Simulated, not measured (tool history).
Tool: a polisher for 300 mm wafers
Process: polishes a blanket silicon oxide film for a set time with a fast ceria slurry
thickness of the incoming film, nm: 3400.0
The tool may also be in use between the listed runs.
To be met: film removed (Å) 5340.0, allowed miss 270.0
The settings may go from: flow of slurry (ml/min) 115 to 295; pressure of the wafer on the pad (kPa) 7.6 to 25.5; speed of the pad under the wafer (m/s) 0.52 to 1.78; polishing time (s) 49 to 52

run,hour,flow of slurry (ml/min),pressure of the wafer on the pad (kPa),speed of the pad under the wafer (m/s),polishing time (s),film removed (Å)
1,0.0,190,16.5,1.14,49,7547.8
2,4.8,190,18.6,1.14,49,8624.4
3,12.2,190,16.5,1.12,49,7584.2
4,20.6,190,14.5,1.10,49,6741.9
5,23.0,190,14.5,1.32,49,7717.9
6,31.1,190,14.5,1.32,52,8114.5
7,36.1,190,12.4,1.30,52,7039.4
8,42.7,190,11.0,1.28,52,6509.3
9,47.0,190,10.3,1.28,52,6142.1
10,49.7,190,9.7,1.28,52,5759.8

5 next moves are on the table. One of them brings every result within its allowed miss. Which?
A,52.4,180,8.3,1.34,52,?
B,52.4,210,13.1,0.82,52,?
C,52.4,175,13.1,1.00,50,?
D,52.4,240,10.3,1.18,52,?
E,52.4,245,11.7,1.02,52,?

move,film removed (Å)
A,5224.2
B,5667.7
C,5966.7
D,5850.0
E,5925.2
A: meets every target
B: nearer than the last run, and not there yet
C: further off than the last run
D: further off than the last run
E: further off than the last run
Move A is the one to make.
